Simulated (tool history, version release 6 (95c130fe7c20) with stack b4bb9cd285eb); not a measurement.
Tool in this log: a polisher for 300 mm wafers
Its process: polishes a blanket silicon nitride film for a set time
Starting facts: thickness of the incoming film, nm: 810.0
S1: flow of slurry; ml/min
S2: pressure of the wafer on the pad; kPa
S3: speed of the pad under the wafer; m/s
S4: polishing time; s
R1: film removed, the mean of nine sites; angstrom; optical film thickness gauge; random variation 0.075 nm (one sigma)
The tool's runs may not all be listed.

run	hour	S1	S2	S3	S4	R1
1	0.0	305	17.2	1.04	17	189.690
2	2.0	305	15.2	0.96	17	159.610
3	4.1	305	13.8	0.88	17	132.810
4	8.8	305	12.4	0.86	17	120.020
5	11.9	305	12.4	0.98	17	132.290
6	15.1	305	9.0	0.98	17	96.687
7	17.4	305	9.0	0.96	17	96.256
8	25.4	305	9.0	0.94	17	93.602

Expected results for the next run?
9	31.3	305	7.6	0.80	17	?

Run 9 yielded R1 71.613 angstrom.

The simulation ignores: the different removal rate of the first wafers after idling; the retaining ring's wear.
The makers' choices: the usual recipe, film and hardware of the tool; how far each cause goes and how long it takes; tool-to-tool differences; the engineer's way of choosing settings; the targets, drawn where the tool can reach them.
